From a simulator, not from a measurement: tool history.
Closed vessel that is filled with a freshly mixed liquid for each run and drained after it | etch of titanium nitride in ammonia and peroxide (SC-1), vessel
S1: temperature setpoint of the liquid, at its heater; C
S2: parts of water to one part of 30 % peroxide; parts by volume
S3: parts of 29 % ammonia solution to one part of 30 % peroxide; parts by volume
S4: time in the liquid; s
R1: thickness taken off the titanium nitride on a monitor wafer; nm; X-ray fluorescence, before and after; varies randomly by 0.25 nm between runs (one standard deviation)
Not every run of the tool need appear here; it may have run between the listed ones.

run	hour	S1	S2	S3	S4	R1
1	0	48	12	0.8	490	32.91
2	4.5	48	14	0.8	490	30.391
3	6.8	48	12	0.8	490	32.9
4	10.3	50.5	12	0.8	490	39.042
5	17.9	52.5	12	0.8	490	44.907
6	22	49	12	0.8	490	35.065
7	27.3	51.5	12	0.8	490	41.745

What will run 8 give?
8	31.7	51.5	12	0.8	490	?

{"run 8": {"R1": 41.803}}
